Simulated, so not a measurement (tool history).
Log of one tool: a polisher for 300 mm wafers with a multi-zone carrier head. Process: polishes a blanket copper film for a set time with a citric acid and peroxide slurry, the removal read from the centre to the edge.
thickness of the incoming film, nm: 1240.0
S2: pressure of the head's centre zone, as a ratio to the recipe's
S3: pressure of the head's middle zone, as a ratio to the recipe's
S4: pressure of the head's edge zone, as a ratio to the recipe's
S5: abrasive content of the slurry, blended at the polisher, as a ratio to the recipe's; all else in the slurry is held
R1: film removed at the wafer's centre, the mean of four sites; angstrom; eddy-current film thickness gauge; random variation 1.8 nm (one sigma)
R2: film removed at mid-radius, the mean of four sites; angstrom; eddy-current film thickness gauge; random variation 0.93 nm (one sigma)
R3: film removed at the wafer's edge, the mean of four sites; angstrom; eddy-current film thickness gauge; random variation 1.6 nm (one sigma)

Run 1, hour 0.0: flow of slurry (ml/min) 195, S2 1.00, S3 1.00, S4 1.00, S5 1.00, polishing time (s) 76. Result: R1 1933.2 angstrom, R2 1888.8 angstrom, R3 1884.3 angstrom.
Run 2, hour 6.5: flow of slurry (ml/min) 195, S2 1.00, S3 1.00, S4 1.00, S5 1.00, polishing time (s) 83. Result: R1 2122.4 angstrom, R2 2068.2 angstrom, R3 2075.8 angstrom.
Run 3, hour 12.7: flow of slurry (ml/min) 195, S2 0.94, S3 1.00, S4 1.00, S5 1.00, polishing time (s) 83. Result: R1 1987.2 angstrom, R2 2067.8 angstrom, R3 2034.7 angstrom.
Run 4, hour 19.8: flow of slurry (ml/min) 180, S2 0.95, S3 0.94, S4 0.97, S5 0.85, polishing time (s) 78. Result: R1 1849.2 angstrom, R2 1770.8 angstrom, R3 1840.0 angstrom.
Run 5, hour 24.1: flow of slurry (ml/min) 180, S2 0.95, S3 0.94, S4 0.97, S5 1.00, polishing time (s) 78. Result: R1 1866.1 angstrom, R2 1834.7 angstrom, R3 1890.6 angstrom.
Run 6, hour 28.0: flow of slurry (ml/min) 180, S2 0.95, S3 0.94, S4 1.01, S5 1.00, polishing time (s) 78. Result: R1 1834.3 angstrom, R2 1823.0 angstrom, R3 1918.1 angstrom.

Forecast run 7:
Run 7, hour 30.7: flow of slurry (ml/min) 175, S2 0.95, S3 0.90, S4 0.98, S5 0.85, polishing time (s) 73. Result: R1 ?, R2 ?, R3 ?.

R1: 1679.3 angstrom
R2: 1591.9 angstrom
R3: 1700.6 angstrom
